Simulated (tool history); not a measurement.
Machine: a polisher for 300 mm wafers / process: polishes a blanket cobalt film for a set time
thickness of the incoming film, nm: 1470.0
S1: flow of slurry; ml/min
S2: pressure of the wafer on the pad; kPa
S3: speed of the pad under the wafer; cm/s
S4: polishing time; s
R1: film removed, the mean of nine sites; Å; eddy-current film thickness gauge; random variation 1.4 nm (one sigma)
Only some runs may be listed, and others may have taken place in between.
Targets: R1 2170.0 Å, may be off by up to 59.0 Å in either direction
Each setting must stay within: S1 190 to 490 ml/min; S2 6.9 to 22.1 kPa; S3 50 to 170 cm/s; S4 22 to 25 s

run 1 day=0.000 | S1=315 S2=14.5 S3=110 S4=25 | R1=1333.4
run 2 day=0.175 | S1=375 S2=14.5 S3=110 S4=25 | R1=1380.1
run 3 day=0.367 | S1=390 S2=16.5 S3=110 S4=25 | R1=1556.4
run 4 day=0.396 | S1=350 S2=16.5 S3=110 S4=25 | R1=1539.2
run 5 day=0.754 | S1=360 S2=17.9 S3=110 S4=25 | R1=1653.2
run 6 day=0.812 | S1=415 S2=17.9 S3=110 S4=25 | R1=1700.0
run 7 day=0.867 | S1=420 S2=19.3 S3=110 S4=25 | R1=1823.0
run 8 day=1.217 | S1=420 S2=22.1 S3=112 S4=25 | R1=2109.4

Exercise: of the 4 proposed moves below, exactly one satisfies all targets within the stated allowed misses. Which move is it?
run A day=1.567 | S1=465 S2=22.1 S3=108 S4=25 | R1=?
run B day=1.567 | S1=485 S2=21.4 S3=120 S4=23 | R1=?
run C day=1.567 | S1=425 S2=22.1 S3=114 S4=25 | R1=?
run D day=1.567 | S1=400 S2=21.4 S3=120 S4=23 | R1=?

move=A R1=2050.6
move=B R1=2030.9
move=C R1=2148.7
move=D R1=2005.8
A: its largest miss is bigger than the last run's
B: its largest miss is bigger than the last run's
C: every result lands within tolerance
D: its largest miss is bigger than the last run's
So the answer is move C, the one that meets all the targets.
